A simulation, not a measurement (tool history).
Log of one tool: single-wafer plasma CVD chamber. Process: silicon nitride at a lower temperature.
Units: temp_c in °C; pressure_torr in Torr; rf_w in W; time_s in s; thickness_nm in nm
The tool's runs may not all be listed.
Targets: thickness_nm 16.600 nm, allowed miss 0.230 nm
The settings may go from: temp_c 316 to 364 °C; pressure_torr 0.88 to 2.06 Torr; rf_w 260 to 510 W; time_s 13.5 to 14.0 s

run,hour,temp_c,pressure_torr,rf_w,time_s,thickness_nm
1,0.0,340,1.47,385,13.5,19.496
2,2.3,340,1.29,385,13.5,18.709
3,6.8,340,1.23,380,13.5,18.313
4,14.3,340,1.18,380,13.5,18.101
5,18.2,340,1.18,380,14.0,18.759
6,19.3,340,1.14,375,14.0,18.319
7,24.8,340,1.10,370,14.0,17.990
8,26.8,340,1.07,370,14.0,17.763
9,28.1,340,1.07,370,14.0,17.819
10,36.4,340,1.04,370,14.0,17.533

4 next moves are on the table. One of them brings every result within its allowed miss. Which?
A,44.7,338,1.12,405,13.8,?
B,44.7,340,1.05,385,14.0,?
C,44.7,338,0.88,375,13.9,?
D,44.7,338,0.98,400,14.0,?

move,thickness_nm
A,18.846
B,18.089
C,16.538
D,18.117
A: further off than the last run
B: further off than the last run
C: meets every target
D: further off than the last run
Answer: C
